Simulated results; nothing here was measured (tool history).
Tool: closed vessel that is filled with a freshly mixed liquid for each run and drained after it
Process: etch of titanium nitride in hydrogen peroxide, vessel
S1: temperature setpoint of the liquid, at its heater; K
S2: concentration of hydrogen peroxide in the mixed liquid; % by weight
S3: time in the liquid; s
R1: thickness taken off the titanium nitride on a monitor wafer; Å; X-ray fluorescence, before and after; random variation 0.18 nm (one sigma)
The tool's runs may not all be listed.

Run 1, day 0.000: S1 319.15 K, S2 19.0 % by weight, S3 2310 s. Result: R1 420.30 Å.
Run 2, day 0.121: S1 318.65 K, S2 19.0 % by weight, S3 2310 s. Result: R1 401.58 Å.
Run 3, day 0.312: S1 324.15 K, S2 19.0 % by weight, S3 2310 s. Result: R1 606.24 Å.
Run 4, day 0.596: S1 324.15 K, S2 21.5 % by weight, S3 2310 s. Result: R1 619.76 Å.
Run 5, day 0.783: S1 321.65 K, S2 21.5 % by weight, S3 2310 s. Result: R1 518.44 Å.
Run 6, day 0.988: S1 320.15 K, S2 21.5 % by weight, S3 2310 s. Result: R1 466.31 Å.

The next listed run, before its measurement:
Run 7, day 1.050: S1 315.65 K, S2 21.5 % by weight, S3 2310 s. Result: R1 ?.

Run 7 gave R1 331.80 Å.
